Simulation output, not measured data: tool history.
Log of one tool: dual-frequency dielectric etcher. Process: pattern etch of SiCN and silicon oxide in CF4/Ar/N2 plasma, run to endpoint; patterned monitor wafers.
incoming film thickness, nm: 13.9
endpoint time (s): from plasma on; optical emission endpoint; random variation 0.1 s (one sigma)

run,hour,source power (W),bias power (W),Ar flow (sccm),CF4 flow (sccm),endpoint time (s)
1,0,480,85,104,64,15.539
2,3.7,540,85,104,64,13.614
3,6.2,540,71,104,64,14.517
4,11.1,460,71,104,64,17.623
5,12.1,460,71,104,69,17.432
6,16.6,460,71,104,58,17.778
7,22.4,440,71,104,58,18.679
8,24.6,430,71,104,58,19.221

The next listed run, before its measurement:
9,31,420,71,104,58,?

{"run 9": {"endpoint time (s)": 19.72}}
